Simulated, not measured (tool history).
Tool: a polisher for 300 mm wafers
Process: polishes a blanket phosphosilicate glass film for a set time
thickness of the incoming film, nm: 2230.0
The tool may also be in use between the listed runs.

| run | day | flow of slurry (ml/min) | pressure of the wafer on the pad (psi) | speed of the pad under the wafer (cm/s) | abrasive content of the slurry | polishing time (s) | film removed (angstrom) |
|---|---|---|---|---|---|---|---|
| 1 | 0.000 | 315 | 2.8 | 78 | 1.00 | 105 | 7729.3 |
| 2 | 0.221 | 315 | 3.0 | 78 | 1.00 | 105 | 8281.1 |
| 3 | 0.446 | 315 | 3.0 | 78 | 0.85 | 105 | 7865.4 |
| 4 | 0.767 | 315 | 2.4 | 78 | 0.85 | 105 | 6235.4 |
| 5 | 0.992 | 315 | 3.1 | 78 | 0.85 | 105 | 8067.3 |
| 6 | 1.050 | 315 | 3.1 | 78 | 0.75 | 105 | 7474.5 |
| 7 | 1.175 | 315 | 3.3 | 80 | 0.75 | 105 | 8229.6 |
| 8 | 1.425 | 315 | 4.1 | 82 | 0.75 | 105 | 10445.0 |

The next listed run, before its measurement:
| 9 | 1.733 | 315 | 4.1 | 84 | 0.75 | 105 | ? |

film removed (angstrom): 10494.0

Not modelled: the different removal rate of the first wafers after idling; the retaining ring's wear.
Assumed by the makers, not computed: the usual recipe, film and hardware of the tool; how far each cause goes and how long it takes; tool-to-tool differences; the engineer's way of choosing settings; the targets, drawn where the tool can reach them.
